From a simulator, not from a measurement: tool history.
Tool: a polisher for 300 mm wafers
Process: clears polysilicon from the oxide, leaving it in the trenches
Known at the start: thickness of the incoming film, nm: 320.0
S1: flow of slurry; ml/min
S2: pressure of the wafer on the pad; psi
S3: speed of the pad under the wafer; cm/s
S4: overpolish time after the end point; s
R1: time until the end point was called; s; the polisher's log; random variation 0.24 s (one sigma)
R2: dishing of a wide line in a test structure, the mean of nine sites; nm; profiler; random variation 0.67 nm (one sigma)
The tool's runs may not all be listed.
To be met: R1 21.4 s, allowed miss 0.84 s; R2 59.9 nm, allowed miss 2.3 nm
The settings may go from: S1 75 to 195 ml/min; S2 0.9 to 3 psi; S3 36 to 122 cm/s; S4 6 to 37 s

run	hour	S1	S2	S3	S4	R1	R2
1	0	125	1.9	78	19	40.09	55.619
2	4.2	125	1.6	78	19	47.975	52.343
3	11.1	125	1.1	78	19	66.634	47.899
4	15.3	125	1.1	68	19	76.892	44.381
5	16.9	125	1.1	68	14	76.51	37.295
6	19.3	125	1.1	68	10	75.834	30.144
7	24.8	125	1.3	68	11	65.921	35.968
8	27.2	125	1.5	68	11	56.293	38.945
9	33.5	150	2.1	70	15	39.3	52.155
10	36.5	150	2.2	70	15	37.38	53.498
11	43.6	150	2.3	70	15	35.97	53.82
12	46.2	150	2.4	72	15	33.301	54.891
13	54.9	150	2.5	74	15	31.081	55.027
14	60.9	150	2.5	74	15	30.838	55.837
15	66.7	150	2.6	74	15	29.757	55.939
16	74.9	170	3	84	16	22.686	58.91

Which of these 5 next moves meets every target?
A	83.1	175	2.9	78	14	?	?
B	83.1	170	2.8	84	20	?	?
C	83.1	175	2.8	82	18	?	?
D	83.1	155	3	90	21	?	?
E	83.1	195	2.5	92	15	?	?

move	R1	R2
A	24.951	56.405
B	24.141	58.445
C	24.6	58.019
D	21.43	58.786
E	24.185	57.142
A: further off than the last run
B: further off than the last run
C: further off than the last run
D: meets every target
E: further off than the last run
The right move is D.

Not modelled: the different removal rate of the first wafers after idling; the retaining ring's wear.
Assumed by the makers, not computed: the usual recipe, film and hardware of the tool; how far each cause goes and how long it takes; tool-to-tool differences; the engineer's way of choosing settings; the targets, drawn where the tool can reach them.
